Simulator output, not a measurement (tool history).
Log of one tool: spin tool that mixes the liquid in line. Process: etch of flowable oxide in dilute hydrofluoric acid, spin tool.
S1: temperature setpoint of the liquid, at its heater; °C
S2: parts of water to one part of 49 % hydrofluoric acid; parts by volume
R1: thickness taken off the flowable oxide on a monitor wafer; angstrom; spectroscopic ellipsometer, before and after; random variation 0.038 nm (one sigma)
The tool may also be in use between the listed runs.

run 1 hour=0.0 | S1=21.0 S2=285 time_under_the_liquid_(s)=295 | R1=187.63
run 2 hour=1.1 | S1=21.0 S2=220 time_under_the_liquid_(s)=295 | R1=258.62
run 3 hour=3.1 | S1=20.0 S2=250 time_under_the_liquid_(s)=295 | R1=212.79
run 4 hour=6.8 | S1=23.0 S2=250 time_under_the_liquid_(s)=295 | R1=237.97
run 5 hour=13.2 | S1=20.5 S2=250 time_under_the_liquid_(s)=295 | R1=216.00
run 6 hour=14.1 | S1=20.0 S2=270 time_under_the_liquid_(s)=295 | R1=193.70

Forecast run 7:
run 7 hour=22.1 | S1=19.5 S2=285 time_under_the_liquid_(s)=295 | R1=?

R1: 177.86 angstrom
